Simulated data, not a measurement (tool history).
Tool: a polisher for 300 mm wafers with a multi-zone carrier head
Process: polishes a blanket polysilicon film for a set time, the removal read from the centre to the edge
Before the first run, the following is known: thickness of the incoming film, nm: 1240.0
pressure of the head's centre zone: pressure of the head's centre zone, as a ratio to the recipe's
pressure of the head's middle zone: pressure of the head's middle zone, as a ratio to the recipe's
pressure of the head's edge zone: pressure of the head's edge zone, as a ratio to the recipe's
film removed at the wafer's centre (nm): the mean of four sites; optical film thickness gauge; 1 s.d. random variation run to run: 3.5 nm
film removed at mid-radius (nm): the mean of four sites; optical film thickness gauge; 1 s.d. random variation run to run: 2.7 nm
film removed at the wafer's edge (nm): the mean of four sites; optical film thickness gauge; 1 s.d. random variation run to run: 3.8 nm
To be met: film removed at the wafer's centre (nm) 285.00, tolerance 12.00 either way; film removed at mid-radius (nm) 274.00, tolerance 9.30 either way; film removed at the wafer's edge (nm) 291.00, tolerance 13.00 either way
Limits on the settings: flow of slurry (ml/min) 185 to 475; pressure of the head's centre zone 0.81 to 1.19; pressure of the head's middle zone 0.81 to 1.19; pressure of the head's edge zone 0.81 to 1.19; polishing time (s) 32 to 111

| run | hour | flow of slurry (ml/min) | pressure of the head's centre zone | pressure of the head's middle zone | pressure of the head's edge zone | polishing time (s) | film removed at the wafer's centre (nm) | film removed at mid-radius (nm) | film removed at the wafer's edge (nm) |
|---|---|---|---|---|---|---|---|---|---|
| 1 | 0.0 | 305 | 1.00 | 1.00 | 1.00 | 71 | 303.05 | 325.83 | 338.20 |
| 2 | 5.2 | 305 | 1.00 | 1.00 | 0.93 | 71 | 303.72 | 328.85 | 325.22 |
| 3 | 9.7 | 305 | 0.96 | 1.00 | 0.93 | 71 | 295.60 | 328.08 | 330.13 |
| 4 | 11.1 | 305 | 0.97 | 0.99 | 0.92 | 70 | 299.40 | 322.97 | 312.87 |
| 5 | 12.5 | 305 | 1.04 | 0.99 | 0.92 | 70 | 314.30 | 320.04 | 315.04 |
| 6 | 16.7 | 305 | 1.03 | 0.98 | 0.92 | 69 | 307.69 | 318.73 | 316.36 |
| 7 | 20.9 | 305 | 1.03 | 0.97 | 0.92 | 68 | 301.60 | 302.63 | 307.50 |
| 8 | 28.6 | 305 | 1.03 | 0.97 | 0.92 | 68 | 299.86 | 304.95 | 309.33 |
| 9 | 31.6 | 305 | 1.03 | 0.96 | 0.92 | 68 | 308.50 | 303.99 | 304.98 |
| 10 | 33.5 | 305 | 1.02 | 0.95 | 0.92 | 68 | 296.14 | 299.85 | 304.72 |
| 11 | 35.0 | 305 | 1.02 | 0.94 | 0.92 | 68 | 299.39 | 304.47 | 314.38 |
| 12 | 38.0 | 305 | 1.02 | 0.93 | 0.92 | 67 | 289.98 | 291.00 | 301.43 |

Consider the 5 candidate settings below. Which is the only one whose results all fall within their allowed miss of target?
| A | 41.0 | 240 | 0.94 | 0.98 | 0.92 | 71 | ? | ? | ? |
| B | 41.0 | 245 | 1.02 | 0.89 | 0.88 | 67 | ? | ? | ? |
| C | 41.0 | 315 | 1.04 | 0.99 | 0.97 | 67 | ? | ? | ? |
| D | 41.0 | 350 | 1.00 | 1.02 | 0.83 | 67 | ? | ? | ? |
| E | 41.0 | 400 | 1.03 | 1.05 | 0.88 | 61 | ? | ? | ? |

| move | film removed at the wafer's centre (nm) | film removed at mid-radius (nm) | film removed at the wafer's edge (nm) |
|---|---|---|---|
| A | 279.78 | 315.83 | 312.69 |
| B | 284.12 | 277.91 | 291.08 |
| C | 298.81 | 310.14 | 308.73 |
| D | 292.03 | 320.63 | 293.12 |
| E | 276.21 | 301.80 | 274.95 |
A: moves away from the targets compared with the last run
B: hits every target within its allowed miss
C: moves away from the targets compared with the last run
D: moves away from the targets compared with the last run
E: moves away from the targets compared with the last run
Correct choice: B, which meets every target

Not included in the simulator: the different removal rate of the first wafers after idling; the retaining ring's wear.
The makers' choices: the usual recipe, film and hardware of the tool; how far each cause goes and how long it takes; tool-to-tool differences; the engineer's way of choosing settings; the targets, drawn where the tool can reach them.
